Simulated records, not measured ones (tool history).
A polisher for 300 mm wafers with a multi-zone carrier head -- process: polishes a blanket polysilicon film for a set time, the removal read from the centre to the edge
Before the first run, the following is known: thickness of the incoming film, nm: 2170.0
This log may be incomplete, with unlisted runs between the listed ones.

run,hour,flow of slurry (ml/min),pressure of the head's centre zone,pressure of the head's middle zone,pressure of the head's edge zone,polishing time (s),film removed at the wafer's centre (angstrom),film removed at mid-radius (angstrom),film removed at the wafer's edge (angstrom)
1,0,300,1,1,1,47,5048,5179.7,4995.7
2,5.8,300,1,1.06,1,47,5031.6,5303.9,4991.4
3,7.4,300,1,1.09,1,47,5043,5447.8,4918.3
4,12,300,1,1.08,0.98,44,4737.2,5172.6,4677.8
5,13.7,295,1.02,1.08,0.97,41,4478.1,4676.9,4283.8
6,19.1,290,1.02,1.08,0.95,39,4211.6,4371.2,4055.8
7,25.1,290,1.03,1.09,0.93,37,4120.9,4243.5,3825
8,31.5,295,1,1.05,0.83,25,2687.1,2809.1,2511.3
9,39.1,295,1.01,1.06,0.85,25,2737.2,2789,2520

Predict the results of run 10:
10,47.6,295,1.02,1.08,0.87,25,?,?,?

{"run 10": {"film removed at the wafer's centre (angstrom)": 2767, "film removed at mid-radius (angstrom)": 2884.6, "film removed at the wafer's edge (angstrom)": 2506.6}}

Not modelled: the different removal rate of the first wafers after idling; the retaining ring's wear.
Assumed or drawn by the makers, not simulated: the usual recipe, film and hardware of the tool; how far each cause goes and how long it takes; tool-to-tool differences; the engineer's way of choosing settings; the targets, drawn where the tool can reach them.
